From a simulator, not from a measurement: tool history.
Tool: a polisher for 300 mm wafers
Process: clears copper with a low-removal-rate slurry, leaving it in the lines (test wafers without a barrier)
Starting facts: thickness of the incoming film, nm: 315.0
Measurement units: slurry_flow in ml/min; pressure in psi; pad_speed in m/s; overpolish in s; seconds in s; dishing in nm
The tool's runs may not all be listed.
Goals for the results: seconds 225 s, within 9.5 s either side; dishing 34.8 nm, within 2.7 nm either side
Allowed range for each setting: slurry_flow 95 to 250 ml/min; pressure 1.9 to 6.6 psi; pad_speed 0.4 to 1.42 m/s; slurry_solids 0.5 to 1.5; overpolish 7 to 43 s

| run | day | slurry_flow | pressure | pad_speed | slurry_solids | overpolish | seconds | dishing |
|---|---|---|---|---|---|---|---|---|
| 1 | 0 | 160 | 4.2 | 0.9 | 1 | 22 | 95.47 | 50.427 |
| 2 | 0.154 | 160 | 3.8 | 0.86 | 1 | 24 | 105.81 | 47.396 |
| 3 | 0.417 | 155 | 3.5 | 0.8 | 1 | 26 | 122.33 | 46.911 |
| 4 | 0.75 | 150 | 3.2 | 0.76 | 1 | 27 | 143.58 | 44.722 |
| 5 | 1.096 | 150 | 3.2 | 0.76 | 1.2 | 27 | 138.13 | 43.098 |
| 6 | 1.329 | 150 | 3.6 | 0.76 | 1.2 | 27 | 124.62 | 48.391 |
| 7 | 1.683 | 145 | 3.3 | 0.74 | 1.2 | 28 | 139.04 | 44.41 |
| 8 | 1.938 | 140 | 3.1 | 0.72 | 1.2 | 29 | 150.84 | 42.302 |
| 9 | 2.108 | 135 | 2.9 | 0.72 | 1.2 | 30 | 161.19 | 41.868 |

Exactly one of the 5 candidate moves below puts every result within its allowed miss. Which one?
| A | 2.279 | 160 | 3 | 0.48 | 1 | 34 | ? | ? |
| B | 2.279 | 165 | 2.6 | 0.6 | 1.15 | 27 | ? | ? |
| C | 2.279 | 200 | 4.1 | 0.7 | 0.8 | 15 | ? | ? |
| D | 2.279 | 120 | 2.1 | 0.7 | 1.05 | 41 | ? | ? |
| E | 2.279 | 105 | 4 | 0.46 | 1.1 | 32 | ? | ? |

| move | seconds | dishing |
|---|---|---|
| A | 231.41 | 34.164 |
| B | 204.83 | 30.831 |
| C | 123.4 | 29.014 |
| D | 226.71 | 40.395 |
| E | 205.06 | 36.416 |
A: in spec on every target
B: moves toward the targets from the last run without getting all of them in spec
C: misses by more than the last run did
D: gets the furthest-off result to its target, but another result is out of tolerance
E: moves toward the targets from the last run without getting all of them in spec
So the answer is move A, the one that meets all the targets.

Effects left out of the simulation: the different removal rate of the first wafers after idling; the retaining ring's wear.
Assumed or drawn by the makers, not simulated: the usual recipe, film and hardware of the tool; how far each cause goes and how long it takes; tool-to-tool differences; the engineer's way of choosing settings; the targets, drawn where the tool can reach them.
